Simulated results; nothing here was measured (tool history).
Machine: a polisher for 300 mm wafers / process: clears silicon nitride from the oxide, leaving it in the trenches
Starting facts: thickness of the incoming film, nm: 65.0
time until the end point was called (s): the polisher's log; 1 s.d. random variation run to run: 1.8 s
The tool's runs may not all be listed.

run,hour,flow of slurry (ml/min),pressure of the wafer on the pad (psi),speed of the pad under the wafer (m/s),overpolish time after the end point (s),time until the end point was called (s)
1,0,305,2.1,0.76,6,125.49
2,6.8,255,2.1,0.76,6,128.1
3,12.3,255,2.1,0.82,6,116.07
4,20.2,255,1.9,0.82,6,128.65
5,21,255,1.9,0.72,6,145.25
6,21.5,255,1.9,0.72,4,144.19

Run 7 is up next; what results do you expect?
7,23.2,255,1.8,0.72,4,?

Logged for run 7: time until the end point was called (s) 154.53.
